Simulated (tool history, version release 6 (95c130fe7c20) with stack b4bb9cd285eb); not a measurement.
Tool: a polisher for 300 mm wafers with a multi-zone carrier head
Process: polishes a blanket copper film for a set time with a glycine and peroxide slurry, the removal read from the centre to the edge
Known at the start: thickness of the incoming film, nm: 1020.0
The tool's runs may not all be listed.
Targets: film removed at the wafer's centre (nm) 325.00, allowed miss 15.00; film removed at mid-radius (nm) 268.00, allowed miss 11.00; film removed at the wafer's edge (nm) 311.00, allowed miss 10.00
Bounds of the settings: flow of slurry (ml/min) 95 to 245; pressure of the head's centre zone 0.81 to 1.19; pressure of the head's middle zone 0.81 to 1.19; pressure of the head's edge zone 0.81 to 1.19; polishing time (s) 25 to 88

run	hour	flow of slurry (ml/min)	pressure of the head's centre zone	pressure of the head's middle zone	pressure of the head's edge zone	polishing time (s)	film removed at the wafer's centre (nm)	film removed at mid-radius (nm)	film removed at the wafer's edge (nm)
1	0.0	155	1.00	1.00	1.00	56	268.69	265.71	271.39
2	9.0	155	1.00	1.00	1.00	47	221.75	224.88	224.06
3	17.8	155	1.00	1.00	1.00	33	160.77	152.92	156.16
4	24.0	155	1.00	1.00	1.03	33	155.70	151.86	163.20
5	25.9	135	1.00	1.00	1.03	33	149.56	147.54	155.53
6	26.6	170	1.05	1.00	1.06	40	202.98	189.44	202.60
7	35.3	190	1.09	1.00	1.10	43	232.36	206.96	219.92
8	38.0	195	1.10	0.98	1.13	47	256.49	219.83	243.22
9	42.9	200	1.10	0.97	1.15	50	274.63	236.86	261.93
10	51.1	200	1.10	0.97	1.15	50	271.06	240.63	260.36
11	54.2	200	1.11	0.94	1.16	53	294.64	244.17	283.94
12	59.8	205	1.11	0.94	1.17	54	302.54	254.11	287.91

Which of these 4 next moves meets every target?
A	65.4	180	1.11	0.90	1.13	60	?	?	?
B	65.4	160	1.00	0.81	1.19	60	?	?	?
C	65.4	210	1.14	1.14	1.06	57	?	?	?
D	65.4	195	1.19	0.91	0.94	59	?	?	?

move	film removed at the wafer's centre (nm)	film removed at mid-radius (nm)	film removed at the wafer's edge (nm)
A	328.88	266.60	308.55
B	288.88	247.16	312.25
C	330.09	296.26	288.33
D	351.99	267.15	279.88
A: meets every target
B: brings the result that was furthest off to its target, and leaves another outside
C: further off than the last run
D: further off than the last run
Move A is the one to make.
